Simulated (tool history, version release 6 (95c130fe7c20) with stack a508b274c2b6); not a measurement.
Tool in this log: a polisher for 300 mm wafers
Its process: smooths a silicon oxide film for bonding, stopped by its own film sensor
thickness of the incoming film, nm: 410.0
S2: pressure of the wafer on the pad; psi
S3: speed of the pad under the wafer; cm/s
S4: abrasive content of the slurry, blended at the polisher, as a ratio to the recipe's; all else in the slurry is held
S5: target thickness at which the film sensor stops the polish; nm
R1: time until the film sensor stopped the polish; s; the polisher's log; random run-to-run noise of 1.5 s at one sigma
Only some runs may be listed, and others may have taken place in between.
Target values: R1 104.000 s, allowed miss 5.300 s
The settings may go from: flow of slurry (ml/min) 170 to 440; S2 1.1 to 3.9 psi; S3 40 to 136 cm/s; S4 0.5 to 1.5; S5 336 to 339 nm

run 1 day=0.000 | flow_of_slurry_(ml/min)=280 S2=2.5 S3=88 S4=1.0 S5=339 | R1=69.912
run 2 day=0.262 | flow_of_slurry_(ml/min)=280 S2=2.3 S3=88 S4=1.0 S5=339 | R1=74.975
run 3 day=0.471 | flow_of_slurry_(ml/min)=225 S2=2.3 S3=88 S4=1.0 S5=339 | R1=78.442
run 4 day=0.721 | flow_of_slurry_(ml/min)=225 S2=2.2 S3=88 S4=1.0 S5=339 | R1=82.042
run 5 day=0.788 | flow_of_slurry_(ml/min)=225 S2=2.1 S3=88 S4=1.0 S5=339 | R1=84.848
run 6 day=0.933 | flow_of_slurry_(ml/min)=225 S2=2.0 S3=88 S4=1.0 S5=339 | R1=88.494
run 7 day=1.279 | flow_of_slurry_(ml/min)=225 S2=1.9 S3=88 S4=1.0 S5=339 | R1=94.329
run 8 day=1.642 | flow_of_slurry_(ml/min)=225 S2=1.8 S3=88 S4=1.0 S5=339 | R1=99.446
run 9 day=1.971 | flow_of_slurry_(ml/min)=225 S2=1.8 S3=88 S4=1.0 S5=339 | R1=97.859

Consider the 4 candidate settings below. Which is the only one whose results all fall within their allowed miss of target?
run A day=2.300 | flow_of_slurry_(ml/min)=180 S2=1.8 S3=94 S4=0.9 S5=339 | R1=?
run B day=2.300 | flow_of_slurry_(ml/min)=235 S2=2.0 S3=86 S4=1.1 S5=338 | R1=?
run C day=2.300 | flow_of_slurry_(ml/min)=170 S2=2.2 S3=84 S4=0.9 S5=339 | R1=?
run D day=2.300 | flow_of_slurry_(ml/min)=245 S2=1.8 S3=98 S4=1.0 S5=339 | R1=?

move=A R1=103.360
move=B R1=84.418
move=C R1=93.092
move=D R1=88.902
A: all results land within tolerance of their targets
B: its largest miss is bigger than the last run's
C: its largest miss is bigger than the last run's
D: its largest miss is bigger than the last run's
A meets every target.

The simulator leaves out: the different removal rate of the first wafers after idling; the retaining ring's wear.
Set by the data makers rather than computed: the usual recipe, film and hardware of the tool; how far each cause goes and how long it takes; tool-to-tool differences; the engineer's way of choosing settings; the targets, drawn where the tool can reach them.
